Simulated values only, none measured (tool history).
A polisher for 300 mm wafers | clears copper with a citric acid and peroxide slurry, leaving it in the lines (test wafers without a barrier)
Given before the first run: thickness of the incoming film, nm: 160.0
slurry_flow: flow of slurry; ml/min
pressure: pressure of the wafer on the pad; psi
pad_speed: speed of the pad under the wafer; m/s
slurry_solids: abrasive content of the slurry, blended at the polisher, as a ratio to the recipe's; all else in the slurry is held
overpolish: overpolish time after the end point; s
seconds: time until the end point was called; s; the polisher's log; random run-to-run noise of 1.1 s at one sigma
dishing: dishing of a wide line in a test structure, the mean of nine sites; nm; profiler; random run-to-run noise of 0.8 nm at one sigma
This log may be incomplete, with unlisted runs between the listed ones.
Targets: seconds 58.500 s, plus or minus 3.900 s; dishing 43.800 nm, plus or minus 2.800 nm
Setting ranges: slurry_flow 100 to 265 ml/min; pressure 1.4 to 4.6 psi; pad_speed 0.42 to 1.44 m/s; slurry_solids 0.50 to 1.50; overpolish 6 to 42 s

{"run": 1, "day": 0.0, "slurry_flow": 170, "pressure": 3.0, "pad_speed": 0.92, "slurry_solids": 1.0, "overpolish": 21, "seconds": 66.73, "dishing": 30.987}
{"run": 2, "day": 0.346, "slurry_flow": 170, "pressure": 3.0, "pad_speed": 0.92, "slurry_solids": 1.0, "overpolish": 22, "seconds": 70.429, "dishing": 33.425}
{"run": 3, "day": 0.488, "slurry_flow": 170, "pressure": 3.5, "pad_speed": 0.92, "slurry_solids": 1.0, "overpolish": 22, "seconds": 60.96, "dishing": 37.06}
{"run": 4, "day": 0.7, "slurry_flow": 170, "pressure": 3.6, "pad_speed": 0.92, "slurry_solids": 1.0, "overpolish": 24, "seconds": 60.24, "dishing": 40.675}
{"run": 5, "day": 0.942, "slurry_flow": 170, "pressure": 3.6, "pad_speed": 0.92, "slurry_solids": 1.0, "overpolish": 19, "seconds": 58.283, "dishing": 33.28}
{"run": 6, "day": 1.233, "slurry_flow": 170, "pressure": 3.6, "pad_speed": 0.92, "slurry_solids": 1.0, "overpolish": 20, "seconds": 57.478, "dishing": 35.393}
{"run": 7, "day": 1.508, "slurry_flow": 170, "pressure": 3.6, "pad_speed": 0.92, "slurry_solids": 1.0, "overpolish": 21, "seconds": 55.392, "dishing": 36.385}
{"run": 8, "day": 1.746, "slurry_flow": 170, "pressure": 3.6, "pad_speed": 0.92, "slurry_solids": 1.0, "overpolish": 22, "seconds": 58.456, "dishing": 38.772}
{"run": 9, "day": 1.808, "slurry_flow": 170, "pressure": 3.7, "pad_speed": 0.92, "slurry_solids": 1.0, "overpolish": 23, "seconds": 56.998, "dishing": 40.429}

4 next moves are on the table. One of them brings every result within its allowed miss. Which?
{"run": "A", "day": 1.871, "slurry_flow": 185, "pressure": 3.9, "pad_speed": 0.9, "slurry_solids": 1.15, "overpolish": 23, "seconds": "?", "dishing": "?"}
{"run": "B", "day": 1.871, "slurry_flow": 165, "pressure": 4.3, "pad_speed": 0.88, "slurry_solids": 0.95, "overpolish": 28, "seconds": "?", "dishing": "?"}
{"run": "C", "day": 1.871, "slurry_flow": 205, "pressure": 3.5, "pad_speed": 0.9, "slurry_solids": 1.1, "overpolish": 27, "seconds": "?", "dishing": "?"}
{"run": "D", "day": 1.871, "slurry_flow": 150, "pressure": 3.2, "pad_speed": 0.86, "slurry_solids": 1.0, "overpolish": 32, "seconds": "?", "dishing": "?"}

move=A seconds=51.327 dishing=42.784
move=B seconds=50.634 dishing=49.877
move=C seconds=56.858 dishing=44.389
move=D seconds=68.901 dishing=43.497
A: the furthest-off result lands on target, but another misses its tolerance
B: the result that was furthest off in the last run now lies on the other side of its target
C: all results land within tolerance of their targets
D: the furthest-off result lands on target, but another misses its tolerance
C is the move that brings every result within its allowed miss.

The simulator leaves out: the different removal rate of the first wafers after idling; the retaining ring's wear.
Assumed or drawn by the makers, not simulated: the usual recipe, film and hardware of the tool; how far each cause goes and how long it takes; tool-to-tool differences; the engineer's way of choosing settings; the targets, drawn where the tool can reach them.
